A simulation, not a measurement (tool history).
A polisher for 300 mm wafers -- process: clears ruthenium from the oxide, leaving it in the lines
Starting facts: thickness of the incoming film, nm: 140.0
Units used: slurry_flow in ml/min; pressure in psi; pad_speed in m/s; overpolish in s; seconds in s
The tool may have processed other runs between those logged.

run	hour	slurry_flow	pressure	pad_speed	overpolish	seconds
1	0	290	1.9	1.16	29	119.47
2	5.8	290	1.8	1.16	29	125.41
3	14.7	290	1.8	1.38	29	111.43
4	19.9	290	1.8	1.38	31	110.51
5	27.3	290	1.7	1.38	31	115.47
6	36.2	290	1.7	1.56	31	107.04
7	39.4	290	1.6	1.56	31	110.76
8	44.7	290	1.6	1.56	31	109.54
9	53.3	290	1.5	1.54	31	117.5

Forecast run 10:
10	57.5	290	1.4	1.52	31	?

Run 10 came out at seconds 123.75 s.
